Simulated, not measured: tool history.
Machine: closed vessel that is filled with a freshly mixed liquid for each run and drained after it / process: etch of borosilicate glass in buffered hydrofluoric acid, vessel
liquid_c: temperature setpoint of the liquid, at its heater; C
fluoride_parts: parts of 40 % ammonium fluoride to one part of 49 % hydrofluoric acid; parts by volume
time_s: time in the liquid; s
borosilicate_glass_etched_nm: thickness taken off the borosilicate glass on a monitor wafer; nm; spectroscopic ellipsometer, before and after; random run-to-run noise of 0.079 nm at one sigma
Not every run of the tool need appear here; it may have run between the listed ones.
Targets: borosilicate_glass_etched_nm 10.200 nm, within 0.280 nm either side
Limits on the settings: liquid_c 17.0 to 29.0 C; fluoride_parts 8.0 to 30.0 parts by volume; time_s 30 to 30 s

run,day,liquid_c,fluoride_parts,time_s,borosilicate_glass_etched_nm
1,0.000,21.0,21.5,30,15.970
2,0.058,20.0,23.0,30,14.514
3,0.146,19.0,24.5,30,13.175
4,0.396,22.0,24.5,30,15.766
5,0.638,22.0,24.5,30,15.725
6,0.850,22.0,24.5,30,15.507
7,0.975,20.5,25.5,30,13.860
8,1.096,19.5,26.5,30,12.803
9,1.288,19.0,27.5,30,11.924
10,1.362,18.5,28.0,30,11.748

Which one of the following 5 next-run settings gets every result inside its allowed miss? There is exactly one.
A,1.438,18.0,29.5,30,?
B,1.438,19.0,22.5,30,?
C,1.438,22.5,29.0,30,?
D,1.438,18.0,30.0,30,?
E,1.438,17.0,30.0,30,?

move,borosilicate_glass_etched_nm
A,10.872
B,13.883
C,14.110
D,10.746
E,10.159
A: closes in on the targets versus the last run, not all within tolerance yet
B: misses by more than the last run did
C: misses by more than the last run did
D: closes in on the targets versus the last run, not all within tolerance yet
E: meets every target
The move that meets every target is E.
